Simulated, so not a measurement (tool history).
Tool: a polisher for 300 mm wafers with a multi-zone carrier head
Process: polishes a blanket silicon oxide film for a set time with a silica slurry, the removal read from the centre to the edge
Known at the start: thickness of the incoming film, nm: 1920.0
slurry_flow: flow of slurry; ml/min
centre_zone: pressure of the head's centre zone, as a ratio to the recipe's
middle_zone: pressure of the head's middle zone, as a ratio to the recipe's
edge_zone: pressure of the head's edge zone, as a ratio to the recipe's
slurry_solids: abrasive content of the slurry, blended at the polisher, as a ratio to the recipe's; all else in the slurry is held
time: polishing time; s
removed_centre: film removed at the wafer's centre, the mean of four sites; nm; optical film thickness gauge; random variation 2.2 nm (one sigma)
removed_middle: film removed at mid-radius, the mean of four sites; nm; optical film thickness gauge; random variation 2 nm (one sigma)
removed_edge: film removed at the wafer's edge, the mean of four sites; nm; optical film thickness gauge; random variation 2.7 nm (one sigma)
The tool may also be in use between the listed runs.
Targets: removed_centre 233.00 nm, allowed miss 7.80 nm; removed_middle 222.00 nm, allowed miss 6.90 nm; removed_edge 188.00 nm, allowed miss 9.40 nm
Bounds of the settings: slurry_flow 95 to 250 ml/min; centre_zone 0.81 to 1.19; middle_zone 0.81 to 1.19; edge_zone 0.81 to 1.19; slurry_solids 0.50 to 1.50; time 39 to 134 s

run  hour  slurry_flow  centre_zone  middle_zone  edge_zone  slurry_solids  time  removed_centre  removed_middle  removed_edge
  1   0.0          160         1.00         1.00       1.00           1.00    86          188.55          188.26        189.02
  2   2.3          170         1.02         1.01       0.99           1.00    86          193.89          192.78        183.33
  3   8.1          170         1.02         1.01       0.99           1.00    70          157.65          157.90        146.93
  4   9.8          170         1.04         1.02       1.00           1.05    70          163.07          161.91        154.30
  5  15.2          170         1.04         1.02       1.00           1.25    70          171.78          168.48        165.32
  6  16.4          170         1.04         1.02       1.00           1.45    70          179.68          179.82        170.77
  7  21.0          175         1.06         1.04       1.00           1.45    71          188.39          183.06        173.59
  8  27.8          180         1.07         1.06       1.00           1.45    72          190.23          188.53        172.88
  9  36.6          185         1.08         1.07       1.00           1.45    73          200.80          195.42        175.71
 10  42.8          190         1.08         1.08       1.01           1.45    73          197.61          195.63        177.29

Which of these 5 next moves meets every target?
  A  49.0          195         1.19         1.10       0.93           1.45    72               ?               ?             ?
  B  49.0          185         0.98         0.95       1.14           1.45    70               ?               ?             ?
  C  49.0          200         1.16         1.17       0.97           1.15    84               ?               ?             ?
  D  49.0          200         0.92         1.13       0.90           1.50    72               ?               ?             ?
  E  49.0          205         1.15         0.95       1.01           1.35    73               ?               ?             ?

move  removed_centre  removed_middle  removed_edge
   A          217.10          193.71        170.06
   B          172.07          172.67        181.95
   C          231.05          219.02        189.00
   D          169.87          199.64        169.57
   E          209.57          178.58        176.62
A: nearer than the last run, and not there yet
B: further off than the last run
C: meets every target
D: further off than the last run
E: further off than the last run
Answer: C
